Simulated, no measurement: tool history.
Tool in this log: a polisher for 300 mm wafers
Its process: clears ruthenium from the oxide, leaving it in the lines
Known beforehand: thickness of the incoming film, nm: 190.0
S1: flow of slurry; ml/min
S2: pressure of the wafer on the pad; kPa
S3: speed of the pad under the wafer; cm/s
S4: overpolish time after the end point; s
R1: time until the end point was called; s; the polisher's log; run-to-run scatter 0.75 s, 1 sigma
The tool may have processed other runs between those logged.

Run 1, hour 0: S1 230 ml/min, S2 15.2 kPa, S3 114 cm/s, S4 5 s. Result: R1 118.29 s.
Run 2, hour 4.3: S1 230 ml/min, S2 15.2 kPa, S3 114 cm/s, S4 5 s. Result: R1 118.04 s.
Run 3, hour 6.8: S1 210 ml/min, S2 15.2 kPa, S3 114 cm/s, S4 5 s. Result: R1 119.99 s.
Run 4, hour 8: S1 210 ml/min, S2 15.2 kPa, S3 114 cm/s, S4 5 s. Result: R1 116.99 s.
Run 5, hour 16: S1 210 ml/min, S2 15.2 kPa, S3 98 cm/s, S4 5 s. Result: R1 138.16 s.
Run 6, hour 21.9: S1 210 ml/min, S2 15.9 kPa, S3 98 cm/s, S4 5 s. Result: R1 133.2 s.
Run 7, hour 27.1: S1 210 ml/min, S2 16.5 kPa, S3 98 cm/s, S4 5 s. Result: R1 124.96 s.
Run 8, hour 32.9: S1 210 ml/min, S2 17.2 kPa, S3 98 cm/s, S4 5 s. Result: R1 122.44 s.
Run 9, hour 38.7: S1 210 ml/min, S2 17.9 kPa, S3 98 cm/s, S4 5 s. Result: R1 116.79 s.
Run 10, hour 43.3: S1 210 ml/min, S2 18.6 kPa, S3 98 cm/s, S4 5 s. Result: R1 113.79 s.

What does the tool deliver on the next run?
Run 11, hour 43.9: S1 210 ml/min, S2 19.3 kPa, S3 100 cm/s, S4 5 s. Result: R1 ?.

{"run 11": {"R1": 107.31}}
